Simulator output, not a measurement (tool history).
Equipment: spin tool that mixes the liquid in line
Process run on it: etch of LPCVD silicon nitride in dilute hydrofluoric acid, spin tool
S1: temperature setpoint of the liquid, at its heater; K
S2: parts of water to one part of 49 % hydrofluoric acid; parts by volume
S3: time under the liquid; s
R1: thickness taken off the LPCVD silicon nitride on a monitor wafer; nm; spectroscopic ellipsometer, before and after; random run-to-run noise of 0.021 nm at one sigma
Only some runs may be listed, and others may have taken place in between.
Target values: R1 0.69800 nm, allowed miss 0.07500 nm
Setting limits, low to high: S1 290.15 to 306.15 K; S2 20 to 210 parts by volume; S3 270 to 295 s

run 1 hour=0.0 | S1=298.15 S2=115 S3=270 | R1=1.29440
run 2 hour=3.2 | S1=297.15 S2=120 S3=270 | R1=1.22530
run 3 hour=11.5 | S1=297.15 S2=85 S3=270 | R1=1.68730
run 4 hour=18.2 | S1=296.15 S2=100 S3=270 | R1=1.34700
run 5 hour=19.4 | S1=296.15 S2=100 S3=270 | R1=1.33490
run 6 hour=20.2 | S1=295.15 S2=105 S3=270 | R1=1.14430
run 7 hour=23.4 | S1=294.15 S2=110 S3=270 | R1=1.11420
run 8 hour=28.6 | S1=293.65 S2=115 S3=270 | R1=0.98326
run 9 hour=35.9 | S1=293.15 S2=120 S3=270 | R1=0.90767
run 10 hour=39.5 | S1=292.65 S2=120 S3=270 | R1=0.86035
run 11 hour=48.0 | S1=292.15 S2=120 S3=270 | R1=0.89610
run 12 hour=52.6 | S1=291.65 S2=125 S3=270 | R1=0.77585

Which of these 5 next moves meets every target?
run A hour=57.2 | S1=290.15 S2=155 S3=270 | R1=?
run B hour=57.2 | S1=291.65 S2=140 S3=270 | R1=?
run C hour=57.2 | S1=291.65 S2=180 S3=270 | R1=?
run D hour=57.2 | S1=290.15 S2=165 S3=270 | R1=?
run E hour=57.2 | S1=291.15 S2=180 S3=270 | R1=?

move=A R1=0.56088
move=B R1=0.68548
move=C R1=0.53747
move=D R1=0.52813
move=E R1=0.51973
A: the result that was furthest off in the last run now lies on the other side of its target
B: every result within its allowed miss
C: the result that was furthest off in the last run now lies on the other side of its target
D: the result that was furthest off in the last run now lies on the other side of its target
E: the result that was furthest off in the last run now lies on the other side of its target
Correct choice: B, which meets every target
